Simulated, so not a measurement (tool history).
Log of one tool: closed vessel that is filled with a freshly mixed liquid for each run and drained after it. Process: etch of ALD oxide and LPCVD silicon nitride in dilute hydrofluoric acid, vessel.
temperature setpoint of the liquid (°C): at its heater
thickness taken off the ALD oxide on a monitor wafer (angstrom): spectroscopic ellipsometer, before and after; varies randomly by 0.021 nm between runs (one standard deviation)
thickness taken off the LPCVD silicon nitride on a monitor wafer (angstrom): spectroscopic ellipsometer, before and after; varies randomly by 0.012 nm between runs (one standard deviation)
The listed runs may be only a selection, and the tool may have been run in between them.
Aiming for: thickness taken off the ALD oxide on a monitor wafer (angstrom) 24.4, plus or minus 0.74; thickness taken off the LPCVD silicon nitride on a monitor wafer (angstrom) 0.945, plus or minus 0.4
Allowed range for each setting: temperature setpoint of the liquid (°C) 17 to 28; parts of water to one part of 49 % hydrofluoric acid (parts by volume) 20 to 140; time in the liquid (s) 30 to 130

run	day	temperature setpoint of the liquid (°C)	parts of water to one part of 49 % hydrofluoric acid (parts by volume)	time in the liquid (s)	thickness taken off the ALD oxide on a monitor wafer (angstrom)	thickness taken off the LPCVD silicon nitride on a monitor wafer (angstrom)
1	0	20	75	65	90.306	3.4122
2	0.138	20	75	80	110.29	3.2154
3	0.488	19.5	90	75	84.954	3.3603
4	0.742	19.5	65	75	117.12	4.254
5	1.004	19.5	95	75	77.993	2.2741
6	1.046	19.5	95	50	52.794	2.0082
7	1.096	19	105	50	45.635	1.8724
# day 1.358: hydrofluoric acid flow meter replaced
8	1.358	18.5	115	50	38.448	1.4128
9	1.558	18.5	120	50	36.155	1.2906
10	1.767	18.5	125	50	34.671	1.4198
11	1.983	18	130	50	32.638	1.118
12	2.238	18	135	45	27.758	0.93949

Which one of the following 5 next-run settings gets every result inside its allowed miss? There is exactly one.
A	2.492	17	130	50	?	?
B	2.492	17	140	50	?	?
C	2.492	19	140	35	?	?
D	2.492	19.5	130	35	?	?
E	2.492	23.5	135	40	?	?

move	thickness taken off the ALD oxide on a monitor wafer (angstrom)	thickness taken off the LPCVD silicon nitride on a monitor wafer (angstrom)
A	31.168	1.1007
B	28.657	1.0247
C	21.767	0.82216
D	24.171	0.91396
E	31.002	1.3128
A: its largest miss is bigger than the last run's
B: its largest miss is bigger than the last run's
C: takes the result that was furthest off past its target
D: meets every target
E: its largest miss is bigger than the last run's
Move D is the one to make.
